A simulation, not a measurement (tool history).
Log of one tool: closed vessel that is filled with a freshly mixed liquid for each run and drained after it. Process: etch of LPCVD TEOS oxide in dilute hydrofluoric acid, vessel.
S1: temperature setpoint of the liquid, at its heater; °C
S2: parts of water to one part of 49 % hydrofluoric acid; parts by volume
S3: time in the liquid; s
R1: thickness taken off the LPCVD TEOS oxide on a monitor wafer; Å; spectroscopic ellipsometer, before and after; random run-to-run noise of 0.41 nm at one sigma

run  hour    S1   S2   S3      R1
  1     0    23  135  190  283.86
  2     2    23  135  190  283.58
  3   9.2    23  135  205  304.71
  4  10.7  25.5  105  205  447.52
  5  12.2  28.5  105  205  508.12
  6    15  29.5   85  205  667.26
  7    23    30   75  205  781.42
  8  25.5  30.5   70  205  860.11
  9  30.4    31   70  205  878.13

Forecast run 10:
 10  32.8  31  65  205   ?

{"run 10": {"R1": 948.9}}
